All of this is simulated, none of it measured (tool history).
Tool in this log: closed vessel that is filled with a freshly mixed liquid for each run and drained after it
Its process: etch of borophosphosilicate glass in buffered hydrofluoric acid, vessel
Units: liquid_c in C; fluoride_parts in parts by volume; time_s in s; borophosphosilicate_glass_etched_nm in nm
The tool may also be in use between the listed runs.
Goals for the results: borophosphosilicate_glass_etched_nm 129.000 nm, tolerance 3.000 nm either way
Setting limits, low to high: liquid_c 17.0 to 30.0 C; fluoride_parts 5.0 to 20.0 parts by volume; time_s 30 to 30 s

| run | hour | liquid_c | fluoride_parts | time_s | borophosphosilicate_glass_etched_nm |
|---|---|---|---|---|---|
| 1 | 0.0 | 22.0 | 12.0 | 30 | 48.700 |
| 2 | 7.6 | 18.5 | 12.0 | 30 | 39.909 |
| 3 | 10.0 | 22.5 | 10.0 | 30 | 59.896 |
| 4 | 16.1 | 22.5 | 8.0 | 30 | 71.855 |
| 5 | 19.7 | 19.0 | 8.0 | 30 | 59.644 |
| 6 | 26.8 | 19.0 | 9.5 | 30 | 50.276 |
| 7 | 27.5 | 22.5 | 8.5 | 30 | 67.633 |
| 8 | 32.8 | 25.0 | 7.5 | 30 | 88.037 |
| 9 | 40.4 | 26.5 | 7.0 | 30 | 103.530 |
| 10 | 48.0 | 30.0 | 7.0 | 30 | 123.540 |
| 11 | 54.6 | 30.0 | 6.5 | 30 | 133.460 |

Consider the 4 candidate settings below. Which is the only one whose results all fall within their allowed miss of target?
| A | 61.2 | 30.0 | 6.0 | 30 | ? |
| B | 61.2 | 27.5 | 5.5 | 30 | ? |
| C | 61.2 | 29.5 | 6.5 | 30 | ? |
| D | 61.2 | 28.0 | 5.5 | 30 | ? |

| move | borophosphosilicate_glass_etched_nm |
|---|---|
| A | 144.680 |
| B | 136.980 |
| C | 131.390 |
| D | 140.610 |
A: the biggest miss grows against the last run
B: the biggest miss grows against the last run
C: every result within its allowed miss
D: the biggest miss grows against the last run
Answer: C
